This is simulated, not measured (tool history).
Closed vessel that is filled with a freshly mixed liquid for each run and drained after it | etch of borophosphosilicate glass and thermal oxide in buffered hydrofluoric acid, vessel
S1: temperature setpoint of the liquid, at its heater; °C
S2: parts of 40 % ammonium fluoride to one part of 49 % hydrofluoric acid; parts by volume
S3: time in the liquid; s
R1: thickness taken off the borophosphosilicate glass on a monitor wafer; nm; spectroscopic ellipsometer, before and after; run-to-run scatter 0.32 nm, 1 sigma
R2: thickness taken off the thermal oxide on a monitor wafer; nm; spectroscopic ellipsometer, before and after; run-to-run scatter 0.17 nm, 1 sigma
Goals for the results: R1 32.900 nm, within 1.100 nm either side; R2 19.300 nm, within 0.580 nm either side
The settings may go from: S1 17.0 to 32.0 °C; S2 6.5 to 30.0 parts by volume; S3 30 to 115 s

Run 1, hour 0.0: S1 24.0 °C, S2 18.5 parts by volume, S3 60 s. Result: R1 66.402 nm, R2 38.800 nm.
Run 2, hour 4.6: S1 22.0 °C, S2 20.5 parts by volume, S3 60 s. Result: R1 54.194 nm, R2 31.950 nm.
Run 3, hour 7.4: S1 22.0 °C, S2 18.5 parts by volume, S3 60 s. Result: R1 60.159 nm, R2 34.818 nm.
Run 4, hour 15.7: S1 22.0 °C, S2 16.5 parts by volume, S3 60 s. Result: R1 66.804 nm, R2 38.688 nm.
Run 5, hour 22.2: S1 19.0 °C, S2 16.5 parts by volume, S3 60 s. Result: R1 55.466 nm, R2 32.506 nm.
Run 6, hour 28.5: S1 19.0 °C, S2 13.0 parts by volume, S3 60 s. Result: R1 70.921 nm, R2 41.729 nm.
Run 7, hour 34.4: S1 18.5 °C, S2 16.0 parts by volume, S3 60 s. Result: R1 55.299 nm, R2 33.376 nm.
Run 8, hour 42.7: S1 18.5 °C, S2 18.5 parts by volume, S3 60 s. Result: R1 48.483 nm, R2 28.687 nm.
Run 9, hour 49.8: S1 18.0 °C, S2 20.0 parts by volume, S3 60 s. Result: R1 44.565 nm, R2 25.705 nm.
Run 10, hour 56.6: S1 18.0 °C, S2 21.0 parts by volume, S3 60 s. Result: R1 42.508 nm, R2 24.848 nm.
Run 11, hour 62.8: S1 17.0 °C, S2 26.0 parts by volume, S3 60 s. Result: R1 34.683 nm, R2 20.664 nm.
Run 12, hour 64.1: S1 17.0 °C, S2 26.5 parts by volume, S3 60 s. Result: R1 34.858 nm, R2 20.221 nm.

Pick the move, out of 4, that brings all results within their allowed miss; only one does.
Run A, hour 65.4: S1 17.0 °C, S2 24.5 parts by volume, S3 55 s. Result: R1 ?, R2 ?.
Run B, hour 65.4: S1 19.0 °C, S2 27.0 parts by volume, S3 60 s. Result: R1 ?, R2 ?.
Run C, hour 65.4: S1 19.5 °C, S2 23.0 parts by volume, S3 50 s. Result: R1 ?, R2 ?.
Run D, hour 65.4: S1 17.0 °C, S2 26.0 parts by volume, S3 65 s. Result: R1 ?, R2 ?.

move      R1      R2
   A  32.652  19.604
   B  37.265  22.410
   C  35.696  21.463
   D  37.026  22.234
A: meets every target
B: lands further from the targets than the last run did
C: lands further from the targets than the last run did
D: lands further from the targets than the last run did
The right move is A.
